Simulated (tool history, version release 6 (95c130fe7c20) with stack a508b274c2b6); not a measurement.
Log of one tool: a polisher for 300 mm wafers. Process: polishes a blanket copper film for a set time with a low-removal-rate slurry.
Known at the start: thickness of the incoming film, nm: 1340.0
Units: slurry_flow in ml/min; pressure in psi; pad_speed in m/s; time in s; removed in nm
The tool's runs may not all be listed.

Run 1, hour 0: slurry_flow 190 ml/min, pressure 2.5 psi, pad_speed 1.2 m/s, slurry_solids 1, time 31 s. Result: removed 88.273 nm.
Run 2, hour 1: slurry_flow 190 ml/min, pressure 2.5 psi, pad_speed 1.2 m/s, slurry_solids 0.8, time 31 s. Result: removed 84.317 nm.
Run 3, hour 4.8: slurry_flow 190 ml/min, pressure 1.9 psi, pad_speed 1.2 m/s, slurry_solids 0.8, time 31 s. Result: removed 65.39 nm.
Run 4, hour 8.9: slurry_flow 190 ml/min, pressure 1.9 psi, pad_speed 1.2 m/s, slurry_solids 0.7, time 31 s. Result: removed 63.191 nm.
Run 5, hour 10.2: slurry_flow 200 ml/min, pressure 2.5 psi, pad_speed 1.24 m/s, slurry_solids 0.7, time 31 s. Result: removed 85.084 nm.
Run 6, hour 12.7: slurry_flow 200 ml/min, pressure 2 psi, pad_speed 1.24 m/s, slurry_solids 0.7, time 31 s. Result: removed 68.426 nm.

The next listed run, before its measurement:
Run 7, hour 14.2: slurry_flow 225 ml/min, pressure 2.7 psi, pad_speed 1.32 m/s, slurry_solids 0.7, time 31 s. Result: removed ?.

removed: 98.275 nm
